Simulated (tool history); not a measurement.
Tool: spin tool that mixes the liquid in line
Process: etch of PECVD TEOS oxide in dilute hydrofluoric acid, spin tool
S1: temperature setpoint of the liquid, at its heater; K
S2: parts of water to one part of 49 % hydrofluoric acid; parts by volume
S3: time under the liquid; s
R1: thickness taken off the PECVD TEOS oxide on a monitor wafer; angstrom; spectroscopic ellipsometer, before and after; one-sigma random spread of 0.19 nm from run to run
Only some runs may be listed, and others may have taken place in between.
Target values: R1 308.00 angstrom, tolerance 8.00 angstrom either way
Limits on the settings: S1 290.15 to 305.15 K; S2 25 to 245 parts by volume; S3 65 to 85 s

{"run": 1, "hour": 0.0, "S1": 297.15, "S2": 135, "S3": 85, "R1": 116.64}
{"run": 2, "hour": 1.1, "S1": 298.65, "S2": 120, "S3": 85, "R1": 139.3}
{"run": 3, "hour": 3.8, "S1": 299.65, "S2": 105, "S3": 85, "R1": 170.54}
{"run": 4, "hour": 5.8, "S1": 299.65, "S2": 105, "S3": 65, "R1": 129.89}
{"run": 5, "hour": 9.4, "S1": 299.65, "S2": 105, "S3": 65, "R1": 130.76}
{"run": 6, "hour": 11.4, "S1": 300.65, "S2": 90, "S3": 70, "R1": 175.22}
{"run": 7, "hour": 12.3, "S1": 301.65, "S2": 80, "S3": 70, "R1": 206.42}
{"run": 8, "hour": 17.6, "S1": 302.15, "S2": 75, "S3": 70, "R1": 226.1}
{"run": 9, "hour": 25.1, "S1": 305.15, "S2": 50, "S3": 70, "R1": 395.34}
{"run": 10, "hour": 33.8, "S1": 304.65, "S2": 50, "S3": 70, "R1": 388.86}
{"run": 11, "hour": 41.6, "S1": 304.15, "S2": 50, "S3": 70, "R1": 380.82}
{"run": 12, "hour": 42.5, "S1": 303.65, "S2": 50, "S3": 70, "R1": 371.77}
{"run": 13, "hour": 51.2, "S1": 303.15, "S2": 50, "S3": 70, "R1": 363.62}
{"run": 14, "hour": 52.4, "S1": 302.65, "S2": 50, "S3": 70, "R1": 357.24}
{"run": 15, "hour": 56.2, "S1": 302.15, "S2": 50, "S3": 70, "R1": 350.74}
{"run": 16, "hour": 64.3, "S1": 301.65, "S2": 50, "S3": 70, "R1": 341.28}
{"run": 17, "hour": 73.4, "S1": 301.15, "S2": 50, "S3": 70, "R1": 339.32}
{"run": 18, "hour": 81.9, "S1": 300.65, "S2": 50, "S3": 70, "R1": 330.15}

Exactly one of the 5 candidate moves below puts every result within its allowed miss. Which one?
{"run": "A", "hour": 90.4, "S1": 301.65, "S2": 55, "S3": 65, "R1": "?"}
{"run": "B", "hour": 90.4, "S1": 302.65, "S2": 70, "S3": 80, "R1": "?"}
{"run": "C", "hour": 90.4, "S1": 300.15, "S2": 55, "S3": 70, "R1": "?"}
{"run": "D", "hour": 90.4, "S1": 303.15, "S2": 55, "S3": 65, "R1": "?"}
{"run": "E", "hour": 90.4, "S1": 301.15, "S2": 65, "S3": 80, "R1": "?"}

move=A R1=290.62
move=B R1=285.87
move=C R1=294.85
move=D R1=308.26
move=E R1=292.47
A: moves the result that the last run missed by most past its target, out the other side
B: moves the result that the last run missed by most past its target, out the other side
C: moves the result that the last run missed by most past its target, out the other side
D: each result inside its tolerance
E: moves the result that the last run missed by most past its target, out the other side
Answer: D
